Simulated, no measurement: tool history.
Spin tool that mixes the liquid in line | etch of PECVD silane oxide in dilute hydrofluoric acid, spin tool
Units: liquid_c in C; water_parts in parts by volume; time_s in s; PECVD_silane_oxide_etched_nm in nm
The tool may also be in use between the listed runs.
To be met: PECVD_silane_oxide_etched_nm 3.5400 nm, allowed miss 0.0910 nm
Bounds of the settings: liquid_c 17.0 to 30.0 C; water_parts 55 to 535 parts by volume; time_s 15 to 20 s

| run | hour | liquid_c | water_parts | time_s | PECVD_silane_oxide_etched_nm |
|---|---|---|---|---|---|
| 1 | 0.0 | 22.0 | 295 | 20 | 2.3858 |
| 2 | 6.5 | 23.5 | 290 | 20 | 2.5960 |
| 3 | 14.4 | 24.5 | 285 | 20 | 2.7555 |
| 4 | 19.8 | 27.5 | 285 | 20 | 3.0849 |
| 5 | 23.3 | 28.0 | 285 | 20 | 3.1079 |
| 6 | 24.2 | 28.0 | 210 | 20 | 4.5782 |
| 7 | 29.3 | 27.0 | 210 | 20 | 4.4629 |
| 8 | 36.4 | 26.0 | 210 | 20 | 4.3312 |
| 9 | 40.5 | 25.0 | 210 | 20 | 4.1716 |
| 10 | 48.9 | 21.0 | 215 | 20 | 3.4531 |

Which of these 4 next moves meets every target?
| A | 57.3 | 24.0 | 240 | 20 | ? |
| B | 57.3 | 17.5 | 205 | 20 | ? |
| C | 57.3 | 23.0 | 185 | 15 | ? |
| D | 57.3 | 19.5 | 200 | 20 | ? |

| move | PECVD_silane_oxide_etched_nm |
|---|---|
| A | 3.3223 |
| B | 3.1480 |
| C | 3.3006 |
| D | 3.5063 |
A: further off than the last run
B: further off than the last run
C: further off than the last run
D: meets every target
Move D is the one to make.

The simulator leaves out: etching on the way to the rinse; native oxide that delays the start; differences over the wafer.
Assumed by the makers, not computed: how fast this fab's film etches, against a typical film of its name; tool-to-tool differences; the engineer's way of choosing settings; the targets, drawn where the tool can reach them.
